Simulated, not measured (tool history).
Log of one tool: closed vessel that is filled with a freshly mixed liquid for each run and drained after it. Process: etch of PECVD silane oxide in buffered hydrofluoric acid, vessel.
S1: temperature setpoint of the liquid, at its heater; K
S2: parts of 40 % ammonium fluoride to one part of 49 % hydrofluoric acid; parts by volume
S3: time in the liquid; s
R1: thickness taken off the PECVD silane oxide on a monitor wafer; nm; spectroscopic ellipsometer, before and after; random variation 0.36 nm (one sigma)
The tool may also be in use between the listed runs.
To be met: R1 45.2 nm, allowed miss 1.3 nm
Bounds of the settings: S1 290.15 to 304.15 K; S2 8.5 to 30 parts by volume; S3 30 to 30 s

run,hour,S1,S2,S3,R1
1,0,296.15,23,30,30.039
2,6.5,298.15,23,30,32.994
3,9.2,299.15,23,30,35.108
4,11.7,299.65,23,30,35.305
5,19,299.65,26.5,30,32.323
6,23.3,300.15,26,30,33.971
7,25,300.65,25.5,30,35.723
8,34,301.15,25.5,30,36.178
9,42.8,301.65,25,30,37.705
10,50,302.15,24.5,30,39.331
11,56.8,302.65,24.5,30,40.841
12,58.9,303.65,24,30,42.661

Which of these 5 next moves meets every target?
A,61,300.65,18.5,30,?
B,61,302.15,21.5,30,?
C,61,302.65,26.5,30,?
D,61,304.15,25.5,30,?
E,61,302.15,25,30,?

move,R1
A,45.179
B,43.137
C,38.398
D,42.678
E,38.908
A: meets every target
B: nearer than the last run, and not there yet
C: further off than the last run
D: as far off as the last run
E: further off than the last run
Answer: A
